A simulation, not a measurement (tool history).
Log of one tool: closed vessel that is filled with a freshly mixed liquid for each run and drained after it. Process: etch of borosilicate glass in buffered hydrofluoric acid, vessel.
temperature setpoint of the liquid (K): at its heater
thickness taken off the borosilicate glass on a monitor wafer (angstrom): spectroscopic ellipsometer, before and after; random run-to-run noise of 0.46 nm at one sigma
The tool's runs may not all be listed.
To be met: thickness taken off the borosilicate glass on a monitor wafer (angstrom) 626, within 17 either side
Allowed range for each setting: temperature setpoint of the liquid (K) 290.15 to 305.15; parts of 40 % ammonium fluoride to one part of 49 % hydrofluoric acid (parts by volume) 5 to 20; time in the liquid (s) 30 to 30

run,day,temperature setpoint of the liquid (K),parts of 40 % ammonium fluoride to one part of 49 % hydrofluoric acid (parts by volume),time in the liquid (s),thickness taken off the borosilicate glass on a monitor wafer (angstrom)
1,0,298.15,12,30,379.27
2,0.262,301.65,12,30,457.41
3,0.642,300.65,12,30,441.43
4,0.712,302.65,12,30,480.79
5,1.033,304.65,12,30,535.83
6,1.208,302.65,12,30,474.81
7,1.371,303.65,11.5,30,528.48
8,1.412,304.15,11,30,563.53
9,1.746,304.65,11,30,581.99

Below are 4 possible settings for the next run. Only one of them brings all results inside the allowed miss of their targets. Which is it?
A,2.079,303.15,8.5,30,?
B,2.079,302.15,10,30,?
C,2.079,305.15,10.5,30,?
D,2.079,305.15,9.5,30,?

move,thickness taken off the borosilicate glass on a monitor wafer (angstrom)
A,672.33
B,560.43
C,623.38
D,675.76
A: pushes the last run's worst result past its target
B: lands further from the targets than the last run did
C: each result inside its tolerance
D: pushes the last run's worst result past its target
Go with C: it meets all targets.

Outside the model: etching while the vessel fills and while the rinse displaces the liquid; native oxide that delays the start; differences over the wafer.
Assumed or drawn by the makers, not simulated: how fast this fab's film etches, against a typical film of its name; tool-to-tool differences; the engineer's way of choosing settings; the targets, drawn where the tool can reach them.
